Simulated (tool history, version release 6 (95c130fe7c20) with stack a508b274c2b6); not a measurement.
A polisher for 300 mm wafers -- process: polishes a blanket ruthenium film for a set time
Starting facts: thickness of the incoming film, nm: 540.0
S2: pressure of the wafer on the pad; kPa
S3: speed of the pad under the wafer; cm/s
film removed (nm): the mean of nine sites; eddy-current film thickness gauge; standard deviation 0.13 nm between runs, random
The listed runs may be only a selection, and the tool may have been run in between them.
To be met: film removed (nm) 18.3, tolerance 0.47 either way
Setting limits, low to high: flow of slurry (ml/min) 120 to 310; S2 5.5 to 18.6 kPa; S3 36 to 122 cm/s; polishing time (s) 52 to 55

Run 1, day 0: flow of slurry (ml/min) 200, S2 11.7 kPa, S3 78 cm/s, polishing time (s) 52. Result: film removed (nm) 32.487.
Run 2, day 0.079: flow of slurry (ml/min) 195, S2 11 kPa, S3 78 cm/s, polishing time (s) 52. Result: film removed (nm) 31.206.
Run 3, day 0.179: flow of slurry (ml/min) 195, S2 10.3 kPa, S3 76 cm/s, polishing time (s) 52. Result: film removed (nm) 29.453.
Run 4, day 0.496: flow of slurry (ml/min) 195, S2 10.3 kPa, S3 76 cm/s, polishing time (s) 55. Result: film removed (nm) 30.908.
At day 0.804: head pressure recalibrated.
Run 5, day 0.804: flow of slurry (ml/min) 195, S2 9.7 kPa, S3 74 cm/s, polishing time (s) 55. Result: film removed (nm) 30.514.
Run 6, day 1.167: flow of slurry (ml/min) 190, S2 9 kPa, S3 70 cm/s, polishing time (s) 55. Result: film removed (nm) 28.069.
Run 7, day 1.188: flow of slurry (ml/min) 190, S2 8.3 kPa, S3 66 cm/s, polishing time (s) 55. Result: film removed (nm) 25.37.
Run 8, day 1.533: flow of slurry (ml/min) 190, S2 8.3 kPa, S3 66 cm/s, polishing time (s) 55. Result: film removed (nm) 25.045.
Run 9, day 1.804: flow of slurry (ml/min) 190, S2 7.6 kPa, S3 64 cm/s, polishing time (s) 55. Result: film removed (nm) 23.464.
Run 10, day 1.933: flow of slurry (ml/min) 190, S2 7.6 kPa, S3 62 cm/s, polishing time (s) 55. Result: film removed (nm) 23.099.
Run 11, day 2.112: flow of slurry (ml/min) 190, S2 7.6 kPa, S3 60 cm/s, polishing time (s) 55. Result: film removed (nm) 22.387.
Run 12, day 2.446: flow of slurry (ml/min) 190, S2 7.6 kPa, S3 58 cm/s, polishing time (s) 55. Result: film removed (nm) 21.93.
Run 13, day 2.754: flow of slurry (ml/min) 190, S2 6.2 kPa, S3 56 cm/s, polishing time (s) 55. Result: film removed (nm) 18.897.
Run 14, day 3.033: flow of slurry (ml/min) 190, S2 5.5 kPa, S3 56 cm/s, polishing time (s) 55. Result: film removed (nm) 17.873.

Of the 5 settings listed for the next run, only one would bring every result within its allowed miss of target. Which one?
Run A, day 3.312: flow of slurry (ml/min) 150, S2 6.2 kPa, S3 52 cm/s, polishing time (s) 55. Result: film removed (nm) ?.
Run B, day 3.312: flow of slurry (ml/min) 195, S2 5.5 kPa, S3 58 cm/s, polishing time (s) 52. Result: film removed (nm) ?.
Run C, day 3.312: flow of slurry (ml/min) 210, S2 5.5 kPa, S3 56 cm/s, polishing time (s) 53. Result: film removed (nm) ?.
Run D, day 3.312: flow of slurry (ml/min) 155, S2 5.5 kPa, S3 66 cm/s, polishing time (s) 52. Result: film removed (nm) ?.
Run E, day 3.312: flow of slurry (ml/min) 180, S2 5.5 kPa, S3 60 cm/s, polishing time (s) 52. Result: film removed (nm) ?.

move  film removed (nm)
   A              17.43
   B             17.352
   C             17.456
   D             18.245
   E             17.537
A: lands further from the targets than the last run did
B: lands further from the targets than the last run did
C: lands further from the targets than the last run did
D: meets every target
E: lands further from the targets than the last run did
Answer: D
